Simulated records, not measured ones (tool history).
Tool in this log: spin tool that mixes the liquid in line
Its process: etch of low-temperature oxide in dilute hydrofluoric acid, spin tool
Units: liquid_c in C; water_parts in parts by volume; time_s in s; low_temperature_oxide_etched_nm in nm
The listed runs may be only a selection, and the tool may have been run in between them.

run,day,liquid_c,water_parts,time_s,low_temperature_oxide_etched_nm
1,0.000,23,300,320,21.393
2,0.375,23,390,320,15.228
3,0.542,23,455,320,12.329
4,0.725,25,395,320,16.141
5,1.088,25,455,320,13.241
6,1.192,25,525,320,10.840
7,1.554,29,405,325,17.800

Run 8 is up next; what results do you expect?
8,1.704,30,285,325,?

{"run 8": {"low_temperature_oxide_etched_nm": 29.374}}

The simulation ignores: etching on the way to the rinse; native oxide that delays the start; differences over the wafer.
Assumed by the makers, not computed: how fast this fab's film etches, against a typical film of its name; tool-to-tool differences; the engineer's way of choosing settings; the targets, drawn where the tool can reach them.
